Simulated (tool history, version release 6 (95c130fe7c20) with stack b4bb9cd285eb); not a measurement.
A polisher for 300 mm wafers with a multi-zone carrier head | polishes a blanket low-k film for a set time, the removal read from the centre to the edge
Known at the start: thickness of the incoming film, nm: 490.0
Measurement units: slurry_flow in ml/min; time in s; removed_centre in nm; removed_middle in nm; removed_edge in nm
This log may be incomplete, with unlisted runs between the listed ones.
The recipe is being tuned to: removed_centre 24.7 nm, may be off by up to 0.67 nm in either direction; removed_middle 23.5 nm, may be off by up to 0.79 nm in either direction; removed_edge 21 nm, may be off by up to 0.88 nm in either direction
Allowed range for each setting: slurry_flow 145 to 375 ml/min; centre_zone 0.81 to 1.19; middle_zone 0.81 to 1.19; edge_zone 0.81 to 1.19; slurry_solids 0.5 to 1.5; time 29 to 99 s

run	day	slurry_flow	centre_zone	middle_zone	edge_zone	slurry_solids	time	removed_centre	removed_middle	removed_edge
1	0	240	1	1	1	1	64	38.513	37.13	37.817
2	0.108	250	1.01	1.01	0.96	0.85	59	34.26	33.704	32.76
3	0.25	250	1.01	1.01	1.03	0.85	59	34.69	33.457	34.251
4	0.392	250	1.01	1.01	1.03	0.85	65	37.892	36.384	36.901
5	0.633	250	1.01	0.95	1.03	0.85	65	37.651	34.451	37.499
6	0.992	250	1.03	0.97	0.98	0.75	59	32.913	30.508	31.8
7	1.258	255	1.05	0.99	0.94	0.7	55	30.907	28.339	28.048
8	1.412	250	1.05	1	0.91	0.65	53	29.138	26.602	26.041

Which single option among these 5 for the next run brings every result within its allowed miss of target? Just one does.
A	1.567	275	1.06	1.05	0.84	0.65	44	?	?	?
B	1.567	260	1.09	1.01	0.9	0.65	43	?	?	?
C	1.567	255	1.08	1.04	0.81	0.7	41	?	?	?
D	1.567	235	1.09	0.97	0.88	0.6	45	?	?	?
E	1.567	205	1.18	1.17	0.96	0.6	41	?	?	?

move	removed_centre	removed_middle	removed_edge
A	24.505	23.451	20.763
B	24.453	22.031	20.845
C	23.693	22.092	19.451
D	24.491	21.363	20.773
E	23.701	22.398	19.378
A: meets every target
B: the worst result of the last run now meets its target, but another is out of spec
C: takes the biggest miss from the last run beyond its target
D: the worst result of the last run now meets its target, but another is out of spec
E: takes the biggest miss from the last run beyond its target
Correct choice: A, which meets every target
